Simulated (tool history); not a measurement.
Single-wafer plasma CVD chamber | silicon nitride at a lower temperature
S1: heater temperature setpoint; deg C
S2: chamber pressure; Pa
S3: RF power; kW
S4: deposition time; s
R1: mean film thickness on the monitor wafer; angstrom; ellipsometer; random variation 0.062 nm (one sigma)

run 1 day=0 | S1=360 S2=187 S3=0.34 S4=12.1 | R1=140
run 2 day=0.254 | S1=360 S2=177 S3=0.325 S4=12.1 | R1=133.93
run 3 day=0.521 | S1=368 S2=177 S3=0.325 S4=12.1 | R1=132.81
run 4 day=0.796 | S1=357 S2=177 S3=0.325 S4=12.1 | R1=132.42
run 5 day=1.15 | S1=357 S2=177 S3=0.325 S4=12.1 | R1=133.68
run 6 day=1.271 | S1=357 S2=177 S3=0.325 S4=11.5 | R1=126.38

Run 7 comes next. What will it give?
run 7 day=1.296 | S1=357 S2=168 S3=0.32 S4=11.5 | R1=?

Run 7 gave R1 123.94 angstrom.

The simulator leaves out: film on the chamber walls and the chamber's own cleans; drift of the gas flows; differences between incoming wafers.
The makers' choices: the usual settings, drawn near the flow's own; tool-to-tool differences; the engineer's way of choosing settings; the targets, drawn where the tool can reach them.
